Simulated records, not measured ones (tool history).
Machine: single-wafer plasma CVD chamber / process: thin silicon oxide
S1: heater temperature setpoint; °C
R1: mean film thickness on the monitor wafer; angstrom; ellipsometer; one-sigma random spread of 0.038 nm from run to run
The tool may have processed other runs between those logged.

run 1 hour=0 | S1=415 chamber_pressure_(Torr)=0.54 RF_power_(kW)=0.29 deposition_time_(s)=9.49 | R1=108.79
run 2 hour=5.2 | S1=415 chamber_pressure_(Torr)=0.625 RF_power_(kW)=0.29 deposition_time_(s)=9.49 | R1=125.23
run 3 hour=6 | S1=411 chamber_pressure_(Torr)=0.625 RF_power_(kW)=0.29 deposition_time_(s)=9.49 | R1=125.31
run 4 hour=11.8 | S1=411 chamber_pressure_(Torr)=0.574 RF_power_(kW)=0.29 deposition_time_(s)=9.49 | R1=116.28
run 5 hour=18.2 | S1=411 chamber_pressure_(Torr)=0.574 RF_power_(kW)=0.32 deposition_time_(s)=9.49 | R1=118.06
run 6 hour=25.9 | S1=411 chamber_pressure_(Torr)=0.533 RF_power_(kW)=0.32 deposition_time_(s)=9.49 | R1=110.85
run 7 hour=33.1 | S1=411 chamber_pressure_(Torr)=0.502 RF_power_(kW)=0.32 deposition_time_(s)=9.49 | R1=104.87
run 8 hour=36.3 | S1=411 chamber_pressure_(Torr)=0.481 RF_power_(kW)=0.32 deposition_time_(s)=9.49 | R1=100.25

Expected results for the next run?
run 9 hour=42.7 | S1=411 chamber_pressure_(Torr)=0.438 RF_power_(kW)=0.32 deposition_time_(s)=9.49 | R1=?

R1: 90.866 angstrom

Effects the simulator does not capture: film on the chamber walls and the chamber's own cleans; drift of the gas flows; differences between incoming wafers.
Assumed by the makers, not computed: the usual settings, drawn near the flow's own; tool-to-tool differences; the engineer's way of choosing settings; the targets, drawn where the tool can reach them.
